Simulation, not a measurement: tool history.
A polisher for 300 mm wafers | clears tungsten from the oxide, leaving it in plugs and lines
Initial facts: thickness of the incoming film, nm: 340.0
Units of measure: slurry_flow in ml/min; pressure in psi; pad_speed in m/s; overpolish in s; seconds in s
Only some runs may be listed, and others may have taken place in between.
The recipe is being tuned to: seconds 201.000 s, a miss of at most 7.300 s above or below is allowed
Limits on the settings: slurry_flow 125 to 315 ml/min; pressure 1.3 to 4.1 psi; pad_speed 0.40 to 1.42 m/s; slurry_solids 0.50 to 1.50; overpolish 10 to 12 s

run 1 hour=0.0 | slurry_flow=205 pressure=2.7 pad_speed=0.90 slurry_solids=1.00 overpolish=12 | seconds=94.006
run 2 hour=4.1 | slurry_flow=205 pressure=2.3 pad_speed=0.84 slurry_solids=1.00 overpolish=12 | seconds=117.400
run 3 hour=10.7 | slurry_flow=205 pressure=2.3 pad_speed=0.84 slurry_solids=1.20 overpolish=12 | seconds=108.930
run 4 hour=16.7 | slurry_flow=205 pressure=2.3 pad_speed=0.84 slurry_solids=1.20 overpolish=10 | seconds=109.190
run 5 hour=20.7 | slurry_flow=205 pressure=2.0 pad_speed=0.84 slurry_solids=1.20 overpolish=10 | seconds=126.800
run 6 hour=22.0 | slurry_flow=205 pressure=1.8 pad_speed=0.80 slurry_solids=1.20 overpolish=10 | seconds=146.170
run 7 hour=30.6 | slurry_flow=205 pressure=1.6 pad_speed=0.78 slurry_solids=1.20 overpolish=10 | seconds=164.440
run 8 hour=38.3 | slurry_flow=205 pressure=1.5 pad_speed=0.76 slurry_solids=1.20 overpolish=10 | seconds=183.350
run 9 hour=43.5 | slurry_flow=205 pressure=1.4 pad_speed=0.76 slurry_solids=1.20 overpolish=10 | seconds=194.490
run 10 hour=45.6 | slurry_flow=205 pressure=1.4 pad_speed=0.76 slurry_solids=1.20 overpolish=10 | seconds=192.550
run 11 hour=51.7 | slurry_flow=200 pressure=1.3 pad_speed=0.76 slurry_solids=1.20 overpolish=10 | seconds=207.570

Consider the 5 candidate settings below. Which is the only one whose results all fall within their allowed miss of target?
run A hour=57.8 | slurry_flow=240 pressure=1.3 pad_speed=0.84 slurry_solids=1.20 overpolish=10 | seconds=?
run B hour=57.8 | slurry_flow=195 pressure=1.5 pad_speed=0.70 slurry_solids=1.20 overpolish=10 | seconds=?
run C hour=57.8 | slurry_flow=225 pressure=1.3 pad_speed=0.70 slurry_solids=1.20 overpolish=10 | seconds=?
run D hour=57.8 | slurry_flow=240 pressure=1.3 pad_speed=0.72 slurry_solids=1.25 overpolish=10 | seconds=?
run E hour=57.8 | slurry_flow=200 pressure=1.3 pad_speed=0.70 slurry_solids=1.20 overpolish=10 | seconds=?

move=A seconds=185.120
move=B seconds=198.310
move=C seconds=222.500
move=D seconds=212.200
move=E seconds=226.120
A: the result that was furthest off in the last run now lies on the other side of its target
B: all results in spec
C: its largest miss is bigger than the last run's
D: its largest miss is bigger than the last run's
E: its largest miss is bigger than the last run's
Move B is the one to make.

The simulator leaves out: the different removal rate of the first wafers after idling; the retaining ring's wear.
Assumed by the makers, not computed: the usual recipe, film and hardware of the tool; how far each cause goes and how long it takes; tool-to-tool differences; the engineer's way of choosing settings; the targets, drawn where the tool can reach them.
